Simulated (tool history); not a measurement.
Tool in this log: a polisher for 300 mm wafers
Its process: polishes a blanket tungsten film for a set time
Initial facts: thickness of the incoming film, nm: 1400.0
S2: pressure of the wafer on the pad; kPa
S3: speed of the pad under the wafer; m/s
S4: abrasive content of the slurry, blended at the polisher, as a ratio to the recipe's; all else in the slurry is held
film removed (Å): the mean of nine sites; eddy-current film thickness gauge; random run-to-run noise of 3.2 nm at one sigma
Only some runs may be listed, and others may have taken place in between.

{"run": 1, "hour": 0.0, "flow of slurry (ml/min)": 275, "S2": 20.7, "S3": 1.36, "S4": 1, "polishing time (s)": 104, "film removed (Å)": 4571.8}
{"run": 2, "hour": 4.3, "flow of slurry (ml/min)": 230, "S2": 20.7, "S3": 1.36, "S4": 1, "polishing time (s)": 104, "film removed (Å)": 4503.4}
{"run": 3, "hour": 9.0, "flow of slurry (ml/min)": 230, "S2": 23.4, "S3": 1.36, "S4": 1, "polishing time (s)": 104, "film removed (Å)": 5052.2}
{"run": 4, "hour": 10.8, "flow of slurry (ml/min)": 230, "S2": 22.1, "S3": 1.36, "S4": 1, "polishing time (s)": 104, "film removed (Å)": 4745.9}
{"run": 5, "hour": 17.8, "flow of slurry (ml/min)": 280, "S2": 22.1, "S3": 1.36, "S4": 1, "polishing time (s)": 104, "film removed (Å)": 4832.9}
{"hour": 20.2, "done": "slurry tank refilled with fresh slurry and peroxide"}
{"run": 6, "hour": 20.2, "flow of slurry (ml/min)": 280, "S2": 21.4, "S3": 1.36, "S4": 1, "polishing time (s)": 104, "film removed (Å)": 5426.3}
{"run": 7, "hour": 25.3, "flow of slurry (ml/min)": 260, "S2": 21.4, "S3": 1.36, "S4": 1, "polishing time (s)": 104, "film removed (Å)": 5396.3}
{"run": 8, "hour": 26.1, "flow of slurry (ml/min)": 240, "S2": 20, "S3": 1.36, "S4": 1, "polishing time (s)": 104, "film removed (Å)": 4919}
{"run": 9, "hour": 30.5, "flow of slurry (ml/min)": 235, "S2": 18.6, "S3": 1.32, "S4": 1, "polishing time (s)": 104, "film removed (Å)": 4524.2}

Expected results for the next run?
{"run": 10, "hour": 34.1, "flow of slurry (ml/min)": 235, "S2": 16.5, "S3": 1.32, "S4": 1, "polishing time (s)": 104, "film removed (Å)": "?"}

Run 10 produced film removed (Å) 4017.6.
